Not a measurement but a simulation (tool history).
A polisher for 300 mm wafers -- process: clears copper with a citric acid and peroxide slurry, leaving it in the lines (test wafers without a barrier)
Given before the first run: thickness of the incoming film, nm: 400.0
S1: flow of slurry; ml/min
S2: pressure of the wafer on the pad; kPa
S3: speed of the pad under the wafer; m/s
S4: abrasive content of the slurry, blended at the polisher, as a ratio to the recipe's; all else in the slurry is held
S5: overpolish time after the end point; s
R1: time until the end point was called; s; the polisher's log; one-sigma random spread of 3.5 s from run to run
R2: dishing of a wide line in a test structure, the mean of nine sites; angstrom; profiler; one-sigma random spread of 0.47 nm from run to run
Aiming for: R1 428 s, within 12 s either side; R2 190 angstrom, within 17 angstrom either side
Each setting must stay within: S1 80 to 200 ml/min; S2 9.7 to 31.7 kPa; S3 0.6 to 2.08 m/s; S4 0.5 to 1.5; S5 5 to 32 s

run	day	S1	S2	S3	S4	S5	R1	R2
1	0	130	20.7	1.34	1	16	176.25	260.83
2	0.279	130	20.7	1.34	1	22	173.47	334.97
3	0.654	125	17.9	1.22	1	23	222.77	267.7
4	0.904	115	15.9	1.16	1	25	266.85	265.29
5	1.258	115	17.9	1.16	1	25	237.89	280.96
6	1.329	110	15.9	1.12	1	26	277.54	258.81
7	1.458	105	14.5	1.1	1	26	319.67	230.78
8	1.721	100	13.8	1.1	1	26	329.02	216.05
9	2	95	12.4	1.1	1	27	373.94	219.53
10	2.258	90	11.7	1.1	1	27	396.9	195.52

Consider the 5 candidate settings below. Which is the only one whose results all fall within their allowed miss of target?
A	2.517	90	16.5	0.9	0.95	23	?	?
B	2.517	80	12.4	0.96	0.9	25	?	?
C	2.517	85	9.7	1.26	1.05	29	?	?
D	2.517	80	14.5	1	1.25	25	?	?
E	2.517	150	9.7	1.26	1	27	?	?

move	R1	R2
A	353.24	197.62
B	460.09	166.95
C	423.43	203.12
D	350.7	213.25
E	373.05	213.03
A: lands further from the targets than the last run did
B: carries the result that was furthest off beyond its target, to the other side
C: every result lands within tolerance
D: lands further from the targets than the last run did
E: lands further from the targets than the last run did
C meets every target.

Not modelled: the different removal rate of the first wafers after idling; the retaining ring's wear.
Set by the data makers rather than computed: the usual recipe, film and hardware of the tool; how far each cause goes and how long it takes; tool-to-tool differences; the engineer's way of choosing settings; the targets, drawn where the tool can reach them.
